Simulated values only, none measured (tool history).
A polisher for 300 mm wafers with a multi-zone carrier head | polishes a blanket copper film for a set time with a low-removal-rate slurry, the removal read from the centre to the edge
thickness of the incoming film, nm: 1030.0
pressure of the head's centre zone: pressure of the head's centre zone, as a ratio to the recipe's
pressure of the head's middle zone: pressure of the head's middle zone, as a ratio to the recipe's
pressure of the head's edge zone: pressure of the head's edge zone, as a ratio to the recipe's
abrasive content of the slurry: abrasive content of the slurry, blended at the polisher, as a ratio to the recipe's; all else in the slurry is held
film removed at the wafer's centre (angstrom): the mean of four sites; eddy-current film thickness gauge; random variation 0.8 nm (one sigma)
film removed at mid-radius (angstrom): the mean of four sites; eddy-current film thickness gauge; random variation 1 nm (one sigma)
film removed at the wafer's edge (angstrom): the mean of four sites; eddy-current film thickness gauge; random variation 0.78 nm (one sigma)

run  hour  flow of slurry (ml/min)  pressure of the head's centre zone  pressure of the head's middle zone  pressure of the head's edge zone  abrasive content of the slurry  polishing time (s)  film removed at the wafer's centre (angstrom)  film removed at mid-radius (angstrom)  film removed at the wafer's edge (angstrom)
  1   0.0                      305                                1.00                                1.00                              1.00                            1.00                  35                                         638.01                                 656.98                                       644.24
  2   7.4                      305                                1.00                                1.00                              1.00                            1.00                  30                                         552.69                                 553.02                                       542.71
  3   8.6                      305                                1.00                                1.00                              1.00                            0.80                  30                                         520.72                                 531.69                                       537.74
  4  15.5                      305                                0.99                                1.03                              1.02                            0.95                  32                                         557.90                                 606.38                                       579.79
  5  18.3                      305                                0.99                                0.99                              1.02                            0.95                  32                                         572.55                                 580.44                                       595.91
  6  26.6                      305                                0.99                                0.99                              0.98                            0.95                  32                                         569.61                                 583.97                                       575.46
  7  33.3                      305                                0.99                                1.02                              1.01                            1.05                  33                                         588.68                                 629.47                                       614.48
  8  37.1                      310                                1.01                                1.05                              1.03                            1.15                  34                                         625.99                                 685.15                                       654.53

The next listed run, before its measurement:
  9  41.0                      315                                1.04                                1.08                              1.04                            1.25                  34                                              ?                                      ?                                            ?

{"run 9": {"film removed at the wafer's centre (angstrom)": 682.82, "film removed at mid-radius (angstrom)": 698.15, "film removed at the wafer's edge (angstrom)": 670.82}}
